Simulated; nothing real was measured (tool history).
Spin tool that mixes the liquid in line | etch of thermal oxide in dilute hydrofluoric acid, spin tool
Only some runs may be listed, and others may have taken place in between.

run	hour	temperature setpoint of the liquid (°C)	parts of water to one part of 49 % hydrofluoric acid (parts by volume)	time under the liquid (s)	thickness taken off the thermal oxide on a monitor wafer (nm)
1	0.0	24.0	200	100	1.9428
2	1.8	25.5	175	100	2.4027
3	9.5	25.5	175	80	1.9439
4	10.7	23.5	175	80	1.8166
5	18.7	23.5	175	100	2.2451
6	25.8	24.5	155	100	2.6760
7	31.2	25.5	140	100	3.2150
8	36.7	26.5	135	100	3.4474
9	40.4	30.5	90	100	6.3109
10	43.1	30.0	90	100	6.2656
11	50.3	29.5	90	100	6.1535

Expected results for the next run?
12	54.5	29.5	90	100	?

thickness taken off the thermal oxide on a monitor wafer (nm): 6.1036
